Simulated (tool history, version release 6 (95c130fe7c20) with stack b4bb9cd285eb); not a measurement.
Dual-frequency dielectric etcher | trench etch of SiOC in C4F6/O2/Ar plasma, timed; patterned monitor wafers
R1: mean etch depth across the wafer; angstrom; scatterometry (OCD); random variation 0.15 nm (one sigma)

{"run": 1, "hour": 0.0, "source power (kW)": 0.4, "bias power (kW)": 0.217, "etch time (s)": 12.5, "R1": 303.33}
{"run": 2, "hour": 0.7, "source power (kW)": 0.4, "bias power (kW)": 0.188, "etch time (s)": 12.5, "R1": 286.96}
{"run": 3, "hour": 8.5, "source power (kW)": 0.4, "bias power (kW)": 0.188, "etch time (s)": 12.5, "R1": 285.65}
{"run": 4, "hour": 12.1, "source power (kW)": 0.43, "bias power (kW)": 0.198, "etch time (s)": 12.5, "R1": 304.51}
{"run": 5, "hour": 14.4, "source power (kW)": 0.43, "bias power (kW)": 0.167, "etch time (s)": 12.5, "R1": 285.13}
{"run": 6, "hour": 19.7, "source power (kW)": 0.49, "bias power (kW)": 0.167, "etch time (s)": 12.5, "R1": 304.85}
{"run": 7, "hour": 26.8, "source power (kW)": 0.51, "bias power (kW)": 0.175, "etch time (s)": 12.5, "R1": 316.01}
{"run": 8, "hour": 32.2, "source power (kW)": 0.52, "bias power (kW)": 0.181, "etch time (s)": 12.5, "R1": 324.21}
{"run": 9, "hour": 33.1, "source power (kW)": 0.53, "bias power (kW)": 0.185, "etch time (s)": 12.5, "R1": 328.01}

The next listed run, before its measurement:
{"run": 10, "hour": 39.5, "source power (kW)": 0.54, "bias power (kW)": 0.19, "etch time (s)": 12.5, "R1": "?"}

{"run 10": {"R1": 334.49}}

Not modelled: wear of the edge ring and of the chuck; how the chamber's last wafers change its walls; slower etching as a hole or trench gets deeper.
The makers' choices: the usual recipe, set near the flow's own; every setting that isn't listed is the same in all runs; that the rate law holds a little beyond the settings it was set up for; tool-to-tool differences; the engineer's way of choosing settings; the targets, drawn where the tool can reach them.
